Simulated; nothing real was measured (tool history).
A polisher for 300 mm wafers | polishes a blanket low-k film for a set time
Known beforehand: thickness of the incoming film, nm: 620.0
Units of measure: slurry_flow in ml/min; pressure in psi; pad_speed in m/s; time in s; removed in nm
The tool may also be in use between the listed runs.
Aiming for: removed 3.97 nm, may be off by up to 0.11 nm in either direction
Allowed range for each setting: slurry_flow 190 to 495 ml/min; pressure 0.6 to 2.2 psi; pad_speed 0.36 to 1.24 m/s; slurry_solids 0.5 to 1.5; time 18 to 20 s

run    day  slurry_flow  pressure  pad_speed  slurry_solids  time  removed
  1      0          320       1.4        0.8              1    20   4.3582
  2  0.283          320       1.3        0.8              1    20   4.0841
  3  0.308          320         1        0.8              1    20   3.2614
  4  0.529          320       1.1        0.8              1    20   3.5428
  5  0.679          350       1.1        0.8              1    20   3.5903
  6  0.808          350       1.1        0.8              1    18   3.1976
  7  1.129          330       1.2        0.8              1    18   3.4463
     1.188  -- conditioning disc replaced and pad reconditioned
  8  1.188          330       1.3        0.8              1    18   4.3418

Exactly one of the 5 candidate moves below puts every result within its allowed miss. Which one?
  A  1.246          290       1.2        0.9           0.95    20        ?
  B  1.246          260       1.2          1              1    18        ?
  C  1.246          350       1.5       0.92           0.65    19        ?
  D  1.246          300       1.2       0.76           1.05    18        ?
  E  1.246          330       1.4       0.78           1.15    18        ?

move  removed
   A    4.773
   B   4.7468
   C   4.7159
   D   3.9462
   E   4.9078
A: misses by more than the last run did
B: misses by more than the last run did
C: misses by more than the last run did
D: all results in spec
E: misses by more than the last run did
Move D is the one to make.

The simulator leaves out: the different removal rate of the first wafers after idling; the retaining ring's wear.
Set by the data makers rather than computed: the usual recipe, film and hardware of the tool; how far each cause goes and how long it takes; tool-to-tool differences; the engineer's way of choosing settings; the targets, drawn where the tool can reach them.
